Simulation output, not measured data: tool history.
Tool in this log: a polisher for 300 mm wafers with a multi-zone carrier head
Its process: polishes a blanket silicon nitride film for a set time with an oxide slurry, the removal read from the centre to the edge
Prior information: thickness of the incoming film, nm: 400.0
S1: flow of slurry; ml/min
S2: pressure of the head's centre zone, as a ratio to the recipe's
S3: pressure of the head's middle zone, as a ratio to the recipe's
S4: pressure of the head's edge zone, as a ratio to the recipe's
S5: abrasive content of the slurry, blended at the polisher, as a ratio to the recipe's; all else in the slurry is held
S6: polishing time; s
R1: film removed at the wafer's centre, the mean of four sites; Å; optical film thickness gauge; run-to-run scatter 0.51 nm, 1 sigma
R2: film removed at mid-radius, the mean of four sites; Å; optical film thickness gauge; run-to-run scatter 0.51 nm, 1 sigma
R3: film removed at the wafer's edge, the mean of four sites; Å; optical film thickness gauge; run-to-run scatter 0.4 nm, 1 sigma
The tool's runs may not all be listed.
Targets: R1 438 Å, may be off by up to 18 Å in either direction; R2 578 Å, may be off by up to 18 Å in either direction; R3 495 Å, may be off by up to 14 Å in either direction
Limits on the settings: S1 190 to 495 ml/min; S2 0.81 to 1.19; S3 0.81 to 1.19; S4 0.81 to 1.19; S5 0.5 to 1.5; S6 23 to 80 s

| run | hour | S1 | S2 | S3 | S4 | S5 | S6 | R1 | R2 | R3 |
|---|---|---|---|---|---|---|---|---|---|---|
| 1 | 0 | 320 | 1 | 1 | 1 | 1 | 51 | 381.89 | 402.74 | 412.35 |
| 2 | 7.7 | 330 | 0.99 | 1.05 | 1 | 1.1 | 51 | 391.71 | 435.69 | 425.56 |
| 3 | 12.9 | 330 | 0.99 | 1.05 | 1 | 1.1 | 44 | 339.36 | 370.93 | 366.71 |
| 4 | 14.5 | 335 | 0.97 | 1.09 | 1 | 1.2 | 46 | 368.32 | 423.23 | 397.98 |
| 5 | 22 | 340 | 0.95 | 1.12 | 1.01 | 1.3 | 47 | 377.61 | 450.52 | 425.09 |
| 6 | 24.9 | 385 | 0.95 | 1.12 | 1.01 | 1.3 | 47 | 375.01 | 460.1 | 427.42 |
| 7 | 26.6 | 400 | 0.95 | 1.14 | 1 | 1.35 | 48 | 395.69 | 483.45 | 436.73 |
| 8 | 30.2 | 400 | 0.95 | 1.14 | 1 | 1.35 | 48 | 393.61 | 484.93 | 439.27 |
| 9 | 32.6 | 410 | 0.94 | 1.15 | 0.99 | 1.4 | 49 | 406.97 | 515.62 | 454.3 |
| 10 | 34.1 | 410 | 0.94 | 1.15 | 0.99 | 1.4 | 49 | 411.21 | 495.86 | 451.62 |
| 11 | 40.6 | 435 | 0.95 | 1.16 | 1.01 | 1.4 | 50 | 420.62 | 517.99 | 470.38 |
| 12 | 46.9 | 435 | 0.94 | 1.17 | 1 | 1.45 | 51 | 431.98 | 547.94 | 487.38 |
| 13 | 50 | 435 | 0.93 | 1.18 | 0.99 | 1.45 | 51 | 423.27 | 542.9 | 487.59 |
| 14 | 58.2 | 445 | 0.92 | 1.18 | 0.96 | 1.45 | 52 | 427.01 | 558.77 | 477.14 |

Which of these 4 next moves meets every target?
| A | 66.4 | 435 | 0.91 | 1.19 | 0.95 | 1.45 | 53 | ? | ? | ? |
| B | 66.4 | 480 | 0.92 | 1.19 | 0.85 | 1.45 | 52 | ? | ? | ? |
| C | 66.4 | 495 | 0.94 | 1.12 | 1.03 | 1.45 | 50 | ? | ? | ? |
| D | 66.4 | 425 | 0.94 | 1.16 | 1 | 1.45 | 50 | ? | ? | ? |

| move | R1 | R2 | R3 |
|---|---|---|---|
| A | 436.73 | 578.46 | 484.37 |
| B | 436.07 | 570.99 | 453.71 |
| C | 429.13 | 524.65 | 478.33 |
| D | 424.94 | 534.1 | 467.91 |
A: every result lands within tolerance
B: the biggest miss grows against the last run
C: the biggest miss grows against the last run
D: the biggest miss grows against the last run
A meets every target.

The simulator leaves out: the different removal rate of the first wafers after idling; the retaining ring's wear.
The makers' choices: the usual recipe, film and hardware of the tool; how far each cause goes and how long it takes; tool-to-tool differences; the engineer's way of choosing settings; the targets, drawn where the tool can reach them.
